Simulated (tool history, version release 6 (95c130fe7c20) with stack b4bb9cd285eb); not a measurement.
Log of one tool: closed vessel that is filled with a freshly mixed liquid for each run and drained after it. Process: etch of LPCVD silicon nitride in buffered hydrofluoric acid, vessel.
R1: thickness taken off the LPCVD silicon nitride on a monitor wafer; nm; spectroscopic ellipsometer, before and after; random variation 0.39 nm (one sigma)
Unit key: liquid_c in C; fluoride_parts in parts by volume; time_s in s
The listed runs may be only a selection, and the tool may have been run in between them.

run 1 day=0.000 | liquid_c=21.0 fluoride_parts=11.5 time_s=2945 | R1=34.701
run 2 day=0.129 | liquid_c=21.0 fluoride_parts=11.5 time_s=2945 | R1=34.223
run 3 day=0.425 | liquid_c=23.5 fluoride_parts=11.5 time_s=2945 | R1=40.165
run 4 day=0.500 | liquid_c=20.5 fluoride_parts=11.5 time_s=2945 | R1=33.503
run 5 day=0.612 | liquid_c=18.5 fluoride_parts=11.5 time_s=2945 | R1=30.055
run 6 day=0.892 | liquid_c=18.5 fluoride_parts=11.5 time_s=2945 | R1=29.959
run 7 day=1.217 | liquid_c=21.5 fluoride_parts=11.5 time_s=2945 | R1=35.562

What does the tool deliver on the next run?
run 8 day=1.421 | liquid_c=23.5 fluoride_parts=11.5 time_s=2945 | R1=?

R1: 39.596 nm
